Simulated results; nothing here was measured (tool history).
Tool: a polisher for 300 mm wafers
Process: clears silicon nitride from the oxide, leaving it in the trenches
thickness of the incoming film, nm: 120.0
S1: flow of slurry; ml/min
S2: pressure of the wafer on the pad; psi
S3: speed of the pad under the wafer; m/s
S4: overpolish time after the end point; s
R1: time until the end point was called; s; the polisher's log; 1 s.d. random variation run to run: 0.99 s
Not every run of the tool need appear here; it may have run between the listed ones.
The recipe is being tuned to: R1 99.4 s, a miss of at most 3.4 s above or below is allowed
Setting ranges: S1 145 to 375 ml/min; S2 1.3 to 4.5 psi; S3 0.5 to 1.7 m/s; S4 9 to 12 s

{"run": 1, "day": 0.0, "S1": 240, "S2": 2.9, "S3": 1.1, "S4": 12, "R1": 136.63}
{"run": 2, "day": 0.321, "S1": 240, "S2": 2.9, "S3": 1.1, "S4": 9, "R1": 137.35}
{"run": 3, "day": 0.696, "S1": 300, "S2": 2.9, "S3": 1.1, "S4": 9, "R1": 135.67}
{"run": 4, "day": 1.038, "S1": 255, "S2": 2.9, "S3": 1.1, "S4": 9, "R1": 135.78}
{"run": 5, "day": 1.283, "S1": 255, "S2": 3, "S3": 1.1, "S4": 9, "R1": 132.99}
{"run": 6, "day": 1.446, "S1": 255, "S2": 3.3, "S3": 1.1, "S4": 9, "R1": 119.78}
{"run": 7, "day": 1.783, "S1": 255, "S2": 3.4, "S3": 1.1, "S4": 9, "R1": 115.67}
{"run": 8, "day": 1.825, "S1": 255, "S2": 3.5, "S3": 1.1, "S4": 9, "R1": 113.03}
{"run": 9, "day": 2.154, "S1": 255, "S2": 3.6, "S3": 1.1, "S4": 9, "R1": 111.46}

Pick the move, out of 5, that brings all results within their allowed miss; only one does.
{"run": "A", "day": 2.483, "S1": 260, "S2": 4.2, "S3": 1.12, "S4": 9, "R1": "?"}
{"run": "B", "day": 2.483, "S1": 265, "S2": 3.8, "S3": 1.34, "S4": 12, "R1": "?"}
{"run": "C", "day": 2.483, "S1": 195, "S2": 4, "S3": 1.16, "S4": 9, "R1": "?"}
{"run": "D", "day": 2.483, "S1": 290, "S2": 4, "S3": 1.24, "S4": 12, "R1": "?"}
{"run": "E", "day": 2.483, "S1": 235, "S2": 3.7, "S3": 1.34, "S4": 12, "R1": "?"}

move=A R1=93.299
move=B R1=89.738
move=C R1=97.77
move=D R1=89.917
move=E R1=93.028
A: pushes the last run's worst result past its target
B: pushes the last run's worst result past its target
C: meets every target
D: pushes the last run's worst result past its target
E: pushes the last run's worst result past its target
The right move is C.
